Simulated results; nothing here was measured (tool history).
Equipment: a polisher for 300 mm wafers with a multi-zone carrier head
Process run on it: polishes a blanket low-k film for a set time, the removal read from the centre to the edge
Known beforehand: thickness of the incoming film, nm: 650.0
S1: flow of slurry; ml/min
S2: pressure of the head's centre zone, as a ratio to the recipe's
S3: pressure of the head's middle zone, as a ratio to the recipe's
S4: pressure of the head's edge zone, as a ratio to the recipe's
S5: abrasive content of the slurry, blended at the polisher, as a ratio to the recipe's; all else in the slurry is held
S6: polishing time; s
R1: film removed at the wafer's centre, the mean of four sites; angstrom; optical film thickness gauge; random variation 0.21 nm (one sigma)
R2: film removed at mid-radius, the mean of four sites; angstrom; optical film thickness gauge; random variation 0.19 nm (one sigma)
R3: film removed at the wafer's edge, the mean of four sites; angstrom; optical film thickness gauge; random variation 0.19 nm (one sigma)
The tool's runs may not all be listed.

run    day   S1    S2    S3    S4    S5  S6      R1      R2      R3
  1      0  170     1     1     1     1  38   157.6  171.53  172.34
  2  0.208  195     1     1     1     1  38  164.23  176.54  174.32
  3  0.538  195  0.93     1     1     1  38   154.2  173.15  176.74
  4  0.567  195  0.93     1     1   0.9  38   148.6  167.22  167.18
  5  0.792  195  0.86     1     1   0.9  38  138.42  170.11  170.37
  6  1.025  195  0.86     1     1   0.9  32  115.14   142.9  144.01
  7  1.392  210  0.94  1.02  0.99  1.05  33  139.24   162.8  155.72
     1.438  -- centre zone pressure recalibrated
  8  1.438  220     1  1.02     1  1.15  33  164.43  169.03  160.07
  9  1.754  215  1.03  1.03  1.02  1.25  34  180.34   180.8  172.93

Predict the results of run 10:
 10  1.95  220  1.05  1.05  1.05  1.3  34   ?   ?   ?

{"run 10": {"R1": 183.72, "R2": 179.81, "R3": 176.44}}

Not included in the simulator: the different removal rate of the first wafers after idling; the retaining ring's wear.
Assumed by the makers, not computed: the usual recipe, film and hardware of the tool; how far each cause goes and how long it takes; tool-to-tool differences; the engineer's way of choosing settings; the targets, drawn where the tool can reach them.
